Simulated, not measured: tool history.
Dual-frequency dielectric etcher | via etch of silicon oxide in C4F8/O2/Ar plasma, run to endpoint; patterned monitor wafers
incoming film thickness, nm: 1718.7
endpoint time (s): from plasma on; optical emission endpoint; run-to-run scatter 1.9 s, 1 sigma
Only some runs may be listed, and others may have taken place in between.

run	hour	source power (W)	bias power (W)	endpoint time (s)
1	0	1730	2191	321.24
2	7.7	1730	1935	332.81
3	13.9	1730	2253	318.14
4	22.9	1860	2301	307.97
5	23.7	1960	2343	300.74
6	24.9	1960	2563	295.65

The next listed run, before its measurement:
7	28	2020	2591	?

{"run 7": {"endpoint time (s)": 289.42}}
